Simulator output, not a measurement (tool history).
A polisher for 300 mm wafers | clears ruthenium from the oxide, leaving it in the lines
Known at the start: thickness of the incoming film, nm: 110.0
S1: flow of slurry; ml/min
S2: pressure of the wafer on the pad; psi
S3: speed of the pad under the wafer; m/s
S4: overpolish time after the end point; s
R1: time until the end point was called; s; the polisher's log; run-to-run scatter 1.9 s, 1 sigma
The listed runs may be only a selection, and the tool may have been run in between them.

run    day   S1   S2    S3  S4      R1
  1      0  120  1.5  0.78   5  142.22
  2  0.062  120  1.3  0.78   5  164.74
  3  0.433  120  1.3  0.78   5  158.96
  4  0.646  120    1  0.78   5  206.48
  5  0.962  120  1.1  0.78   5  185.92
     1.312  -- head pressure recalibrated
  6  1.312  120  1.2  0.78   5  185.48
  7  1.446  120  1.3  0.78   5  171.13
  8  1.621  120  1.4  0.78   5  155.57
  9    1.7  120  1.5  0.78   5  148.21

Expected results for the next run?
 10  1.779  125  1.7  0.8   5   ?

R1: 128.91 s
